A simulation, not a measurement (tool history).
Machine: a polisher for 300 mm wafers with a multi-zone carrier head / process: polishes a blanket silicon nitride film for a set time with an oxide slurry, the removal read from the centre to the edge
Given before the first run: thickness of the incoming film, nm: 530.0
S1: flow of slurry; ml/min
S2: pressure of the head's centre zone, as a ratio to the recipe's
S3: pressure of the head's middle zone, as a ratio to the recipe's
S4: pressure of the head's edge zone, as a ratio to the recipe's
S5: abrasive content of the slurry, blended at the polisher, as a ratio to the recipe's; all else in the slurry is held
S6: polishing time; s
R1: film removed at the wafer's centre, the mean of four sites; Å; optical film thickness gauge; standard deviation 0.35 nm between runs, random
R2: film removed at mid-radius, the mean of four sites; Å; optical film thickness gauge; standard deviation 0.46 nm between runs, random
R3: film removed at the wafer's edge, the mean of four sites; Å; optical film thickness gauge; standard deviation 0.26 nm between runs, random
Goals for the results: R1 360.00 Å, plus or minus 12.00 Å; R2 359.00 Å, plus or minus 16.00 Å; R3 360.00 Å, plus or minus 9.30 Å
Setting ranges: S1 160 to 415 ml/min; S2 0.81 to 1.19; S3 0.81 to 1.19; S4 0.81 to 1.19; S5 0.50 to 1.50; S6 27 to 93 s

run,hour,S1,S2,S3,S4,S5,S6,R1,R2,R3
1,0.0,265,1.00,1.00,1.00,1.00,59,309.88,308.74,308.23
2,6.6,280,1.02,1.03,1.05,1.05,59,325.86,328.75,323.88
3,12.8,290,1.03,1.04,1.09,1.10,59,330.88,338.66,335.66
4,17.5,355,1.03,1.04,1.09,1.10,59,340.88,348.22,339.94
5,23.0,355,1.03,1.04,1.04,1.10,59,348.11,343.43,330.69
6,31.3,355,1.04,1.04,1.07,1.15,59,350.46,344.37,345.89
7,33.3,355,1.04,1.04,1.07,1.15,59,352.14,351.56,341.88
8,37.1,355,1.04,1.04,1.09,1.15,59,352.12,350.12,344.57
9,43.3,355,1.04,1.04,1.11,1.15,59,345.24,346.30,352.60
10,44.4,355,1.05,1.05,1.11,1.15,59,363.41,355.06,344.62
11,48.6,355,1.05,1.05,1.11,1.15,59,356.52,356.78,351.24

Exactly one of the 4 candidate moves below puts every result within its allowed miss. Which one?
A,52.8,405,1.05,1.08,0.98,0.95,64,?,?,?
B,52.8,375,1.09,1.06,1.09,1.05,59,?,?,?
C,52.8,375,1.05,1.08,1.01,1.20,59,?,?,?
D,52.8,385,1.05,1.06,1.15,1.20,59,?,?,?

move,R1,R2,R3
A,366.42,368.77,333.85
B,360.05,343.57,332.41
C,362.06,364.58,335.00
D,362.84,359.50,356.58
A: misses by more than the last run did
B: misses by more than the last run did
C: misses by more than the last run did
D: meets every target
So the answer is move D, the one that meets all the targets.
